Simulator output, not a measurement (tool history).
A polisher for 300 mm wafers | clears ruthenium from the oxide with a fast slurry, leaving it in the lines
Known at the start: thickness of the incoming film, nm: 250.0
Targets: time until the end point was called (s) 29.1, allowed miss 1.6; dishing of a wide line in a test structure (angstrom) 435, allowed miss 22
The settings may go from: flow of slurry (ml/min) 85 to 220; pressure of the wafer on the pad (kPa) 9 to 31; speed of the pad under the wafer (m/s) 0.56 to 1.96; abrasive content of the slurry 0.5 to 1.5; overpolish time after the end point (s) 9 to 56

| run | day | flow of slurry (ml/min) | pressure of the wafer on the pad (kPa) | speed of the pad under the wafer (m/s) | abrasive content of the slurry | overpolish time after the end point (s) | time until the end point was called (s) | dishing of a wide line in a test structure (angstrom) |
|---|---|---|---|---|---|---|---|---|
| 1 | 0 | 140 | 20 | 1.26 | 1 | 29 | 50.792 | 422.16 |
| 2 | 0.208 | 140 | 20 | 1.26 | 1 | 38 | 52.053 | 441.09 |
| 3 | 0.25 | 140 | 20 | 1.12 | 1 | 38 | 54.947 | 429.64 |
| 4 | 0.379 | 140 | 16.5 | 1.12 | 1 | 38 | 69.187 | 414.03 |
| 5 | 0.592 | 140 | 18.6 | 1.12 | 1 | 34 | 60.768 | 409.14 |
| 6 | 0.721 | 120 | 18.6 | 1.12 | 1 | 34 | 63.67 | 411.39 |
| 7 | 0.867 | 130 | 20.7 | 1.12 | 1 | 32 | 55.56 | 409.34 |
| 8 | 1.179 | 135 | 22.8 | 1.12 | 1 | 31 | 49.892 | 421.5 |
| 9 | 1.475 | 140 | 24.1 | 1.14 | 1 | 29 | 46.345 | 413.92 |
| 10 | 1.696 | 140 | 25.5 | 1.16 | 1 | 28 | 44.967 | 420.87 |
| 11 | 1.788 | 140 | 26.2 | 1.2 | 1 | 26 | 40.107 | 421.38 |
| 12 | 2.162 | 145 | 31 | 1.22 | 1 | 22 | 34.905 | 419.01 |
| 13 | 2.471 | 145 | 31 | 1.26 | 1 | 22 | 32.97 | 430.59 |

5 next moves are on the table. One of them brings every result within its allowed miss. Which?
| A | 2.779 | 150 | 28.3 | 1.18 | 1 | 20 | ? | ? |
| B | 2.779 | 110 | 31 | 1.42 | 1.2 | 22 | ? | ? |
| C | 2.779 | 140 | 26.9 | 1.12 | 1.2 | 49 | ? | ? |
| D | 2.779 | 160 | 24.1 | 1.4 | 0.85 | 37 | ? | ? |
| E | 2.779 | 145 | 29 | 1.08 | 1.05 | 21 | ? | ? |

| move | time until the end point was called (s) | dishing of a wide line in a test structure (angstrom) |
|---|---|---|
| A | 39.409 | 409.12 |
| B | 30.513 | 435.66 |
| C | 41.766 | 449.27 |
| D | 40.405 | 444.91 |
| E | 41.592 | 408.61 |
A: further off than the last run
B: meets every target
C: further off than the last run
D: further off than the last run
E: further off than the last run
Move B is the one to make.

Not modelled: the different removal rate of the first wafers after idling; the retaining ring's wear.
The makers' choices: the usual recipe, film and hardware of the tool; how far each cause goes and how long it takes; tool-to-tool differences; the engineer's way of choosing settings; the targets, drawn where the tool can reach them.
